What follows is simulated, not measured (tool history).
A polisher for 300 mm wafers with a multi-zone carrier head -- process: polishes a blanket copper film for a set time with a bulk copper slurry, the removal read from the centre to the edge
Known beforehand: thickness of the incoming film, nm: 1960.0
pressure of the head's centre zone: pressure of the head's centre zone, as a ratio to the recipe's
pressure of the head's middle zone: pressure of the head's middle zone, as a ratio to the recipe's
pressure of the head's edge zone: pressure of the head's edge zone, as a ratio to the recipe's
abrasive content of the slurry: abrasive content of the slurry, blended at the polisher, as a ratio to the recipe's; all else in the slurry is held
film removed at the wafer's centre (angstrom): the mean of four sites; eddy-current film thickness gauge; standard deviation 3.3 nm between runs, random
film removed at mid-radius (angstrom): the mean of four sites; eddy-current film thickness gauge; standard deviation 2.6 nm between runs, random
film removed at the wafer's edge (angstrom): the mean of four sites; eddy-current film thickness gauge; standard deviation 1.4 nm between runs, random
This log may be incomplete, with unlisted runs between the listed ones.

| run | hour | flow of slurry (ml/min) | pressure of the head's centre zone | pressure of the head's middle zone | pressure of the head's edge zone | abrasive content of the slurry | polishing time (s) | film removed at the wafer's centre (angstrom) | film removed at mid-radius (angstrom) | film removed at the wafer's edge (angstrom) |
|---|---|---|---|---|---|---|---|---|---|---|
| 1 | 0.0 | 180 | 1.00 | 1.00 | 1.00 | 1.00 | 44 | 3370.9 | 3328.6 | 3377.7 |
| 2 | 7.8 | 180 | 1.00 | 1.00 | 1.00 | 1.15 | 44 | 3489.7 | 3527.9 | 3494.9 |
| 3 | 16.4 | 180 | 1.00 | 0.99 | 0.98 | 1.10 | 42 | 3226.0 | 3207.5 | 3275.9 |
| 4 | 17.3 | 180 | 1.01 | 0.99 | 0.96 | 1.05 | 41 | 3168.1 | 3134.6 | 3114.0 |
| 5 | 22.4 | 180 | 1.01 | 0.99 | 0.96 | 1.05 | 45 | 3462.8 | 3406.1 | 3405.5 |
| 6 | 29.5 | 180 | 1.01 | 0.98 | 0.95 | 1.00 | 43 | 3296.2 | 3225.8 | 3172.5 |
| 7 | 35.5 | 180 | 1.01 | 0.98 | 0.95 | 1.00 | 43 | 3328.0 | 3079.3 | 3162.4 |
| 8 | 38.1 | 175 | 1.00 | 0.98 | 0.94 | 0.95 | 42 | 3104.2 | 3116.6 | 3049.8 |
| 9 | 40.4 | 175 | 1.00 | 0.96 | 0.93 | 0.90 | 41 | 3025.2 | 2870.5 | 2932.6 |
| 10 | 47.9 | 175 | 1.00 | 0.95 | 0.92 | 0.85 | 40 | 2856.5 | 2731.1 | 2773.9 |
| 11 | 51.8 | 145 | 1.05 | 0.85 | 0.83 | 0.60 | 33 | 2055.3 | 1765.7 | 1842.4 |

Run 12, settings as shown, results not yet in. Your forecast:
| 12 | 54.2 | 150 | 1.05 | 0.85 | 0.84 | 0.60 | 33 | ? | ? | ? |

{"run 12": {"film removed at the wafer's centre (angstrom)": 2106.1, "film removed at mid-radius (angstrom)": 1786.1, "film removed at the wafer's edge (angstrom)": 1853.0}}
